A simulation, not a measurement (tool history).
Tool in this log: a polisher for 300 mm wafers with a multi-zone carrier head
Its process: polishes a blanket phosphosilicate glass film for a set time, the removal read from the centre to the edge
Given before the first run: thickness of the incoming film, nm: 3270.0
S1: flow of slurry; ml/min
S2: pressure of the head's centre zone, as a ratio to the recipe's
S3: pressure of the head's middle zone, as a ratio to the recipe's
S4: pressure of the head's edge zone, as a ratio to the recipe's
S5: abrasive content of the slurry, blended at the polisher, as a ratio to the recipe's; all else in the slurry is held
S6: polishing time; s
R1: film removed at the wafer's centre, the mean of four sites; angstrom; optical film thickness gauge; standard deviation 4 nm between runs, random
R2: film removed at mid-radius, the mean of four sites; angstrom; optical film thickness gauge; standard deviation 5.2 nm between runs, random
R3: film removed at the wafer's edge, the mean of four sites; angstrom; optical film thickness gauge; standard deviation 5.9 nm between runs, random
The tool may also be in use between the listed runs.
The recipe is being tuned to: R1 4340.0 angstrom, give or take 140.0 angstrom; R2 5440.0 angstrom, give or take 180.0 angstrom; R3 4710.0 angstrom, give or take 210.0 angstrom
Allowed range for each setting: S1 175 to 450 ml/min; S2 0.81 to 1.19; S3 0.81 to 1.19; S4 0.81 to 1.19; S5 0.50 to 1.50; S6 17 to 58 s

run,day,S1,S2,S3,S4,S5,S6,R1,R2,R3
1,0.000,290,1.00,1.00,1.00,1.00,37,3196.5,3345.8,3308.1
2,0.158,255,1.00,1.00,1.00,1.00,37,3212.2,3262.4,3187.9
3,0.338,255,0.93,1.00,1.00,1.00,37,2973.9,3298.1,3245.6
4,0.533,255,0.93,1.00,1.03,1.00,37,2979.2,3260.0,3309.0
5,0.862,275,0.95,1.05,1.03,1.10,38,3234.3,3653.8,3458.7
6,1.233,295,0.95,1.07,1.04,1.20,39,3489.0,3972.9,3819.8
7,1.479,310,0.95,1.10,1.03,1.25,40,3641.5,4284.1,3890.3
8,1.654,315,0.95,1.12,1.04,1.30,41,3784.8,4485.8,4198.3
9,1.712,320,0.95,1.14,1.03,1.35,42,3887.6,4751.6,4315.0
10,1.767,330,0.96,1.15,1.02,1.40,42,4037.7,4823.6,4270.0

5 candidate next runs follow, results not yet known. Just one meets every target within its allowed miss. Identify it.
A,1.821,310,1.05,0.91,1.19,1.40,41,?,?,?
B,1.821,365,0.94,1.17,1.02,1.40,46,?,?,?
C,1.821,350,1.15,1.03,0.95,1.50,39,?,?,?
D,1.821,350,0.85,1.19,0.85,1.50,42,?,?,?
E,1.821,325,0.86,0.93,1.19,1.40,43,?,?,?

move,R1,R2,R3
A,4236.9,3848.3,4446.6
B,4379.8,5430.2,4670.9
C,4543.8,4204.2,3919.0
D,3722.9,5132.1,4013.1
E,3729.1,4133.1,4679.3
A: further off than the last run
B: all results land within tolerance of their targets
C: further off than the last run
D: further off than the last run
E: further off than the last run
The right move is B.
